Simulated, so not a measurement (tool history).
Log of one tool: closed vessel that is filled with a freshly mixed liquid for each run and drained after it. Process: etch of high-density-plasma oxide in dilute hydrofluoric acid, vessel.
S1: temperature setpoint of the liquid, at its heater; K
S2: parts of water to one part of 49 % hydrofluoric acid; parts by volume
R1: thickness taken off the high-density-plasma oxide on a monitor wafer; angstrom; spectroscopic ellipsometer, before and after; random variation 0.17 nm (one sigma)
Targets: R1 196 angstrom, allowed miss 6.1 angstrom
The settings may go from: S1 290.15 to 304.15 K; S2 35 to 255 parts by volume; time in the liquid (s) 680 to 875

{"run": 1, "hour": 0.0, "S1": 296.15, "S2": 145, "time in the liquid (s)": 875, "R1": 270.1}
{"run": 2, "hour": 5.8, "S1": 296.15, "S2": 180, "time in the liquid (s)": 875, "R1": 210.49}
{"run": 3, "hour": 12.4, "S1": 298.65, "S2": 180, "time in the liquid (s)": 875, "R1": 228.99}
{"run": 4, "hour": 20.7, "S1": 298.15, "S2": 180, "time in the liquid (s)": 875, "R1": 225.17}
{"run": 5, "hour": 30.4, "S1": 298.15, "S2": 180, "time in the liquid (s)": 875, "R1": 226.78}
{"run": 6, "hour": 33.5, "S1": 297.65, "S2": 180, "time in the liquid (s)": 875, "R1": 225.32}
{"run": 7, "hour": 40.0, "S1": 297.15, "S2": 180, "time in the liquid (s)": 875, "R1": 220.8}
{"run": 8, "hour": 47.7, "S1": 296.65, "S2": 180, "time in the liquid (s)": 875, "R1": 215.34}
{"run": 9, "hour": 51.5, "S1": 296.15, "S2": 180, "time in the liquid (s)": 875, "R1": 208.84}
{"run": 10, "hour": 58.0, "S1": 295.65, "S2": 180, "time in the liquid (s)": 875, "R1": 209.49}
{"run": 11, "hour": 63.4, "S1": 295.15, "S2": 180, "time in the liquid (s)": 875, "R1": 203.23}

5 next moves are on the table. One of them brings every result within its allowed miss. Which?
{"run": "A", "hour": 68.8, "S1": 294.65, "S2": 180, "time in the liquid (s)": 800, "R1": "?"}
{"run": "B", "hour": 68.8, "S1": 295.15, "S2": 195, "time in the liquid (s)": 855, "R1": "?"}
{"run": "C", "hour": 68.8, "S1": 295.15, "S2": 170, "time in the liquid (s)": 740, "R1": "?"}
{"run": "D", "hour": 68.8, "S1": 295.15, "S2": 180, "time in the liquid (s)": 840, "R1": "?"}
{"run": "E", "hour": 68.8, "S1": 292.65, "S2": 180, "time in the liquid (s)": 845, "R1": "?"}

move=A R1=180.17
move=B R1=178.38
move=C R1=181.8
move=D R1=192.85
move=E R1=176.07
A: takes the result that was furthest off past its target
B: takes the result that was furthest off past its target
C: takes the result that was furthest off past its target
D: meets every target
E: takes the result that was furthest off past its target
Move D is the one to make.

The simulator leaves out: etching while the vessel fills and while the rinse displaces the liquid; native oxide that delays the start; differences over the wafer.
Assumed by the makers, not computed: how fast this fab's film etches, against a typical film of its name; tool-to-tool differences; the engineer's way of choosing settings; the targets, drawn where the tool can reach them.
